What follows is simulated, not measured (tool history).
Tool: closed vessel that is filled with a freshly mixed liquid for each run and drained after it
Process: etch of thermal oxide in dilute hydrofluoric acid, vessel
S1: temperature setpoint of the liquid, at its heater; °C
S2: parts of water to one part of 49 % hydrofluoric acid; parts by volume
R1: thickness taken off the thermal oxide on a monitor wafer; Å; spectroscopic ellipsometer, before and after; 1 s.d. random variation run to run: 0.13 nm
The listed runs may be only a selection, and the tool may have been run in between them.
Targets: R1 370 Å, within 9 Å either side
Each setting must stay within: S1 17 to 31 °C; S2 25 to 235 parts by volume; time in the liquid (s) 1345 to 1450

Run 1, hour 0: S1 23 °C, S2 130 parts by volume, time in the liquid (s) 1345. Result: R1 516.2 Å.
Run 2, hour 2.8: S1 23 °C, S2 130 parts by volume, time in the liquid (s) 1345. Result: R1 517.34 Å.
Run 3, hour 7.1: S1 21 °C, S2 135 parts by volume, time in the liquid (s) 1345. Result: R1 459.18 Å.
Run 4, hour 13.3: S1 20 °C, S2 140 parts by volume, time in the liquid (s) 1345. Result: R1 420.04 Å.
Run 5, hour 14.1: S1 20 °C, S2 110 parts by volume, time in the liquid (s) 1345. Result: R1 552.64 Å.
Run 6, hour 17.7: S1 19 °C, S2 120 parts by volume, time in the liquid (s) 1345. Result: R1 482.93 Å.
Run 7, hour 22.1: S1 19 °C, S2 120 parts by volume, time in the liquid (s) 1345. Result: R1 480.41 Å.
Run 8, hour 23.8: S1 18.5 °C, S2 125 parts by volume, time in the liquid (s) 1345. Result: R1 453.1 Å.
Run 9, hour 27.1: S1 18 °C, S2 130 parts by volume, time in the liquid (s) 1345. Result: R1 425.57 Å.
Run 10, hour 28.5: S1 17.5 °C, S2 135 parts by volume, time in the liquid (s) 1345. Result: R1 398.64 Å.

Next run, 4 choices. One meets every target within its allowed miss, the rest don't. Which?
Run A, hour 29.9: S1 17 °C, S2 140 parts by volume, time in the liquid (s) 1345. Result: R1 ?.
Run B, hour 29.9: S1 18 °C, S2 130 parts by volume, time in the liquid (s) 1400. Result: R1 ?.
Run C, hour 29.9: S1 17 °C, S2 150 parts by volume, time in the liquid (s) 1355. Result: R1 ?.
Run D, hour 29.9: S1 17 °C, S2 130 parts by volume, time in the liquid (s) 1425. Result: R1 ?.

move      R1
   A   374.2
   B  441.48
   C  348.43
   D   431.2
A: every result within its allowed miss
B: moves away from the targets compared with the last run
C: the result that was furthest off in the last run now lies on the other side of its target
D: moves away from the targets compared with the last run
So the answer is move A, the one that meets all the targets.
